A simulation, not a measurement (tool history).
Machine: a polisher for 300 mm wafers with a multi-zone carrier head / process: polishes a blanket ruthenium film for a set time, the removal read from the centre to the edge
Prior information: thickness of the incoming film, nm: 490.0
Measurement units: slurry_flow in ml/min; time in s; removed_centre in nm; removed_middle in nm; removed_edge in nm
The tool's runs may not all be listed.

run 1 hour=0 | slurry_flow=225 centre_zone=1 middle_zone=1 edge_zone=1 time=50 | removed_centre=61.539 removed_middle=60.774 removed_edge=59.483
run 2 hour=4.1 | slurry_flow=235 centre_zone=1.02 middle_zone=1.04 edge_zone=1.01 time=51 | removed_centre=63.088 removed_middle=64.651 removed_edge=60.782
run 3 hour=9 | slurry_flow=245 centre_zone=1.05 middle_zone=1.06 edge_zone=1.02 time=53 | removed_centre=67.285 removed_middle=69.398 removed_edge=64.737
run 4 hour=12.4 | slurry_flow=245 centre_zone=1.05 middle_zone=1.14 edge_zone=1.02 time=53 | removed_centre=68.417 removed_middle=74.679 removed_edge=63.519
run 5 hour=17.9 | slurry_flow=255 centre_zone=1.08 middle_zone=1.15 edge_zone=1.03 time=54 | removed_centre=72.806 removed_middle=76.536 removed_edge=66.466
run 6 hour=20.3 | slurry_flow=215 centre_zone=1.08 middle_zone=1.15 edge_zone=1.03 time=54 | removed_centre=69.103 removed_middle=73.563 removed_edge=65.209
run 7 hour=22.4 | slurry_flow=235 centre_zone=1.09 middle_zone=1.16 edge_zone=1.04 time=54 | removed_centre=71.365 removed_middle=75.025 removed_edge=66.356
run 8 hour=25.7 | slurry_flow=250 centre_zone=1.1 middle_zone=1.17 edge_zone=1.04 time=54 | removed_centre=73.013 removed_middle=77.752 removed_edge=67.365
run 9 hour=28.1 | slurry_flow=260 centre_zone=1.11 middle_zone=1.17 edge_zone=1.04 time=54 | removed_centre=73.151 removed_middle=78.243 removed_edge=66.234

Run 10 comes next. What will it give?
run 10 hour=29.3 | slurry_flow=270 centre_zone=1.12 middle_zone=1.17 edge_zone=1.05 time=54 | removed_centre=? removed_middle=? removed_edge=?

removed_centre: 76.189 nm
removed_middle: 76.319 nm
removed_edge: 66.835 nm
